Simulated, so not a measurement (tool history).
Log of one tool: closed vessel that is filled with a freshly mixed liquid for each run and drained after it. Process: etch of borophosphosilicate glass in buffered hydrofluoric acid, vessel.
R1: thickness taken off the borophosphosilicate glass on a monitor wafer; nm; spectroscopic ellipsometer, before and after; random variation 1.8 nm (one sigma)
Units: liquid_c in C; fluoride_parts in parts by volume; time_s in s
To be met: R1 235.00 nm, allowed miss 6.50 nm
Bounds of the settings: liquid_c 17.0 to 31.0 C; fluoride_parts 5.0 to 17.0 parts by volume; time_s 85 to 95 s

Run 1, hour 0.0: liquid_c 23.0 C, fluoride_parts 10.5 parts by volume, time_s 85 s. Result: R1 186.93 nm.
Run 2, hour 8.3: liquid_c 24.0 C, fluoride_parts 10.5 parts by volume, time_s 85 s. Result: R1 201.05 nm.
Run 3, hour 10.1: liquid_c 24.0 C, fluoride_parts 12.5 parts by volume, time_s 85 s. Result: R1 170.31 nm.
Run 4, hour 17.7: liquid_c 24.0 C, fluoride_parts 12.5 parts by volume, time_s 95 s. Result: R1 187.69 nm.
Run 5, hour 25.2: liquid_c 25.0 C, fluoride_parts 12.5 parts by volume, time_s 95 s. Result: R1 197.86 nm.
Run 6, hour 28.3: liquid_c 25.0 C, fluoride_parts 12.5 parts by volume, time_s 95 s. Result: R1 198.68 nm.
Run 7, hour 34.8: liquid_c 26.0 C, fluoride_parts 12.5 parts by volume, time_s 95 s. Result: R1 211.53 nm.
Run 8, hour 43.0: liquid_c 26.5 C, fluoride_parts 12.5 parts by volume, time_s 95 s. Result: R1 216.95 nm.
Run 9, hour 49.2: liquid_c 27.0 C, fluoride_parts 12.5 parts by volume, time_s 95 s. Result: R1 220.71 nm.
Run 10, hour 56.4: liquid_c 27.5 C, fluoride_parts 12.5 parts by volume, time_s 95 s. Result: R1 227.05 nm.

Which of these 4 next moves meets every target?
Run A, hour 63.6: liquid_c 26.5 C, fluoride_parts 11.0 parts by volume, time_s 85 s. Result: R1 ?.
Run B, hour 63.6: liquid_c 28.5 C, fluoride_parts 10.5 parts by volume, time_s 85 s. Result: R1 ?.
Run C, hour 63.6: liquid_c 27.0 C, fluoride_parts 12.5 parts by volume, time_s 95 s. Result: R1 ?.
Run D, hour 63.6: liquid_c 27.5 C, fluoride_parts 12.0 parts by volume, time_s 95 s. Result: R1 ?.

move      R1
   A  214.32
   B  249.29
   C  216.97
   D  231.90
A: further off than the last run
B: takes the result that was furthest off past its target
C: further off than the last run
D: meets every target
Move D is the one to make.

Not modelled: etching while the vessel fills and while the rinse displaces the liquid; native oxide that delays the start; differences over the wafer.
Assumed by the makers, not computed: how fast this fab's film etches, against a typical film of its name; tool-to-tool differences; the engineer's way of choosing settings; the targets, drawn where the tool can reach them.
